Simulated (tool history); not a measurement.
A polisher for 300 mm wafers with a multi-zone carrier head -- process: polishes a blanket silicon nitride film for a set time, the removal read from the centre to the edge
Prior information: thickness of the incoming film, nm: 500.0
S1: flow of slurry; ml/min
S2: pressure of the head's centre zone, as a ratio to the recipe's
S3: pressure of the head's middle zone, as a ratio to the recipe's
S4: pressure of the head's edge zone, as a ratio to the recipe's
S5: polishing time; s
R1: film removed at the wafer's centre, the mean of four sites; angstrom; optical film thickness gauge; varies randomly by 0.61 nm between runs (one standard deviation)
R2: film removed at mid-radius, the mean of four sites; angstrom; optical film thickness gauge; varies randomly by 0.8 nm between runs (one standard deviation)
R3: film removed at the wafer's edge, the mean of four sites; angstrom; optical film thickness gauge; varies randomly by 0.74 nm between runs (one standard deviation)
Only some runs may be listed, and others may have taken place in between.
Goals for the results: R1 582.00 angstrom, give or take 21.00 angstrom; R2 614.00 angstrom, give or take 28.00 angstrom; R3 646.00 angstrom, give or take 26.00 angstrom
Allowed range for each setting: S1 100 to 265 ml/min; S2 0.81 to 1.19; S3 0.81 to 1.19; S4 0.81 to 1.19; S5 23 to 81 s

run,hour,S1,S2,S3,S4,S5,R1,R2,R3
1,0.0,170,1.00,1.00,1.00,52,1111.30,1151.80,1115.60
2,5.1,170,1.00,1.03,1.00,52,1092.30,1162.40,1125.30
3,11.5,155,0.96,0.98,1.00,44,887.09,928.61,948.95
4,15.7,155,0.96,1.02,1.00,44,900.71,962.99,961.96
5,16.8,155,0.96,1.02,1.00,34,689.68,740.40,743.76
6,21.2,155,1.01,1.02,1.00,34,715.95,724.58,745.51
7,24.4,150,0.99,1.01,0.99,32,661.11,672.19,684.10
8,32.5,140,0.96,1.00,0.99,31,617.80,643.77,659.80
9,41.0,135,0.95,1.00,1.00,31,598.46,644.85,667.93
10,48.1,130,0.95,1.00,1.00,31,613.75,634.55,668.21
11,53.8,125,0.94,1.00,0.99,31,592.77,636.27,660.39

Next run, 4 choices. One meets every target within its allowed miss, the rest don't. Which?
A,59.5,150,0.87,1.03,0.87,32,?,?,?
B,59.5,105,0.91,0.99,1.08,33,?,?,?
C,59.5,110,0.93,0.98,0.95,34,?,?,?
D,59.5,120,0.95,0.99,1.03,30,?,?,?

move,R1,R2,R3
A,593.34,697.83,649.96
B,601.88,664.21,719.19
C,635.47,682.82,699.35
D,577.94,614.56,646.69
A: further off than the last run
B: further off than the last run
C: further off than the last run
D: every result within its allowed miss
Answer: D
